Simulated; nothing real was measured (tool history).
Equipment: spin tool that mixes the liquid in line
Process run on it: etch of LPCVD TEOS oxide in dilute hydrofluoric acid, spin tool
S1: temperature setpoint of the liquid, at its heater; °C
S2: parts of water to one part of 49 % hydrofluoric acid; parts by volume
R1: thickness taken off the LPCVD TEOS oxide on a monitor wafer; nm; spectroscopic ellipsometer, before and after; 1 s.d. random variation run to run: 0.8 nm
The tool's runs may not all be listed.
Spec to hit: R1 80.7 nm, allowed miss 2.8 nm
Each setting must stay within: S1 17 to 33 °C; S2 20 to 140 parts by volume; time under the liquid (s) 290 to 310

run 1 hour=0 | S1=25 S2=75 time_under_the_liquid_(s)=290 | R1=60.75
run 2 hour=7.3 | S1=25 S2=75 time_under_the_liquid_(s)=290 | R1=60.539
run 3 hour=14.2 | S1=25 S2=95 time_under_the_liquid_(s)=290 | R1=46.378
run 4 hour=21.3 | S1=28 S2=95 time_under_the_liquid_(s)=290 | R1=53.63
run 5 hour=30 | S1=29 S2=90 time_under_the_liquid_(s)=290 | R1=59.149
run 6 hour=34 | S1=30 S2=85 time_under_the_liquid_(s)=290 | R1=63.971
run 7 hour=38.7 | S1=30.5 S2=80 time_under_the_liquid_(s)=290 | R1=71.103
run 8 hour=46.6 | S1=31 S2=80 time_under_the_liquid_(s)=290 | R1=72.254
run 9 hour=50.4 | S1=31.5 S2=80 time_under_the_liquid_(s)=290 | R1=73.199

Next run, 4 choices. One meets every target within its allowed miss, the rest don't. Which?
run A hour=54.2 | S1=29.5 S2=65 time_under_the_liquid_(s)=290 | R1=?
run B hour=54.2 | S1=30.5 S2=70 time_under_the_liquid_(s)=290 | R1=?
run C hour=54.2 | S1=32 S2=75 time_under_the_liquid_(s)=310 | R1=?
run D hour=54.2 | S1=31 S2=85 time_under_the_liquid_(s)=300 | R1=?

move=A R1=86.244
move=B R1=82.616
move=C R1=86.6
move=D R1=70.143
A: moves the result that the last run missed by most past its target, out the other side
B: each result inside its tolerance
C: moves the result that the last run missed by most past its target, out the other side
D: its largest miss is bigger than the last run's
The right move is B.
